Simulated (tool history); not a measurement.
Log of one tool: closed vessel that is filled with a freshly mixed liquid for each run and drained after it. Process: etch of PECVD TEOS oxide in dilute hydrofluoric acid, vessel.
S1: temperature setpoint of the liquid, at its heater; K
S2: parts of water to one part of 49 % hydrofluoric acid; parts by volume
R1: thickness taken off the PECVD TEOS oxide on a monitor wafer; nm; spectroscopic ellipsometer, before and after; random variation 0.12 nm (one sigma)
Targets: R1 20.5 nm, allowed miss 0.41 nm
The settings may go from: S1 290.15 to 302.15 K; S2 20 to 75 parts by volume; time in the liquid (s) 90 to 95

{"run": 1, "hour": 0.0, "S1": 294.15, "S2": 45, "time in the liquid (s)": 90, "R1": 24.528}
{"run": 2, "hour": 8.9, "S1": 294.15, "S2": 45, "time in the liquid (s)": 90, "R1": 24.31}
{"run": 3, "hour": 9.9, "S1": 294.15, "S2": 35, "time in the liquid (s)": 90, "R1": 31.429}
{"run": 4, "hour": 18.1, "S1": 293.15, "S2": 40, "time in the liquid (s)": 90, "R1": 26.595}
{"run": 5, "hour": 20.7, "S1": 293.15, "S2": 30, "time in the liquid (s)": 90, "R1": 35.813}
{"run": 6, "hour": 28.5, "S1": 292.15, "S2": 35, "time in the liquid (s)": 90, "R1": 29.025}
{"run": 7, "hour": 35.2, "S1": 291.65, "S2": 40, "time in the liquid (s)": 90, "R1": 24.922}
{"run": 8, "hour": 40.6, "S1": 291.15, "S2": 40, "time in the liquid (s)": 90, "R1": 24.139}
{"run": 9, "hour": 45.3, "S1": 290.65, "S2": 40, "time in the liquid (s)": 90, "R1": 23.666}

Which of these 4 next moves meets every target?
{"run": "A", "hour": 50.0, "S1": 290.15, "S2": 35, "time in the liquid (s)": 90, "R1": "?"}
{"run": "B", "hour": 50.0, "S1": 293.65, "S2": 50, "time in the liquid (s)": 90, "R1": "?"}
{"run": "C", "hour": 50.0, "S1": 293.15, "S2": 40, "time in the liquid (s)": 90, "R1": "?"}
{"run": "D", "hour": 50.0, "S1": 292.65, "S2": 50, "time in the liquid (s)": 90, "R1": "?"}

move=A R1=26.827
move=B R1=21.491
move=C R1=26.596
move=D R1=20.595
A: further off than the last run
B: nearer than the last run, and not there yet
C: further off than the last run
D: meets every target
The right move is D.

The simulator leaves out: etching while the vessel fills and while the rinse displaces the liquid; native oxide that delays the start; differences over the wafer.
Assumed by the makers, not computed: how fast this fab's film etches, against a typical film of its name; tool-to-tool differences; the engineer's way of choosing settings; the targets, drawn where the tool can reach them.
